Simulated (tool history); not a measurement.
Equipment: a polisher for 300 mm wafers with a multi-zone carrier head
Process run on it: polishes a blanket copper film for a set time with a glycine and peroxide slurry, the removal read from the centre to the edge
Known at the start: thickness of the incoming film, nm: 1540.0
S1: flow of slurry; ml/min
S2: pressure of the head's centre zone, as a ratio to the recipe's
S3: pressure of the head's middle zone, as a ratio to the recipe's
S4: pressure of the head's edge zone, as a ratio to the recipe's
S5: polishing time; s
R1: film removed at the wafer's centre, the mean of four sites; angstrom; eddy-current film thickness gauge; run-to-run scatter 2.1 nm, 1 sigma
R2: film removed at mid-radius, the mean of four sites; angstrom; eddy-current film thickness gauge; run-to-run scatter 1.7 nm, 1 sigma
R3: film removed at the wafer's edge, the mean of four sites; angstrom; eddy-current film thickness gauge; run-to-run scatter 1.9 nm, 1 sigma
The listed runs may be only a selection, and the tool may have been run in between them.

{"run": 1, "hour": 0.0, "S1": 120, "S2": 1, "S3": 1, "S4": 1, "S5": 41, "R1": 1894, "R2": 1811.7, "R3": 1863.4}
{"run": 2, "hour": 2.9, "S1": 125, "S2": 0.99, "S3": 1.01, "S4": 1.02, "S5": 42, "R1": 1908.4, "R2": 1891.6, "R3": 1915.3}
{"run": 3, "hour": 7.3, "S1": 125, "S2": 0.99, "S3": 1.01, "S4": 1.06, "S5": 42, "R1": 1954.9, "R2": 1902.2, "R3": 1952.5}
{"run": 4, "hour": 14.4, "S1": 125, "S2": 0.98, "S3": 1.01, "S4": 1.07, "S5": 43, "R1": 1962.2, "R2": 1915.1, "R3": 1993.8}
{"run": 5, "hour": 20.5, "S1": 105, "S2": 0.98, "S3": 1.01, "S4": 1.07, "S5": 43, "R1": 1859.2, "R2": 1861.3, "R3": 1989.8}
{"run": 6, "hour": 23.4, "S1": 105, "S2": 0.98, "S3": 1.02, "S4": 1.08, "S5": 44, "R1": 1918, "R2": 1888.1, "R3": 2018.5}
{"run": 7, "hour": 24.4, "S1": 110, "S2": 0.97, "S3": 1.02, "S4": 1.09, "S5": 45, "R1": 1978, "R2": 1968.3, "R3": 2104}
{"run": 8, "hour": 28.6, "S1": 110, "S2": 0.97, "S3": 1.02, "S4": 1.09, "S5": 45, "R1": 1979.2, "R2": 1975.8, "R3": 2116.5}
{"run": 9, "hour": 29.9, "S1": 115, "S2": 0.96, "S3": 1.03, "S4": 1.1, "S5": 45, "R1": 1998.1, "R2": 2015, "R3": 2121.2}
{"run": 10, "hour": 36.2, "S1": 120, "S2": 0.95, "S3": 1.03, "S4": 1.11, "S5": 46, "R1": 2006.3, "R2": 2062.9, "R3": 2178.1}
{"run": 11, "hour": 40.9, "S1": 120, "S2": 0.95, "S3": 1.03, "S4": 1.12, "S5": 47, "R1": 2071.5, "R2": 2122.3, "R3": 2236}
{"run": 12, "hour": 44.6, "S1": 125, "S2": 0.94, "S3": 1.03, "S4": 1.13, "S5": 47, "R1": 2088.3, "R2": 2156.8, "R3": 2278.6}

What will run 13 give?
{"run": 13, "hour": 47.0, "S1": 130, "S2": 0.93, "S3": 1.03, "S4": 1.14, "S5": 47, "R1": "?", "R2": "?", "R3": "?"}

R1: 2071.7 angstrom
R2: 2188.3 angstrom
R3: 2266.4 angstrom

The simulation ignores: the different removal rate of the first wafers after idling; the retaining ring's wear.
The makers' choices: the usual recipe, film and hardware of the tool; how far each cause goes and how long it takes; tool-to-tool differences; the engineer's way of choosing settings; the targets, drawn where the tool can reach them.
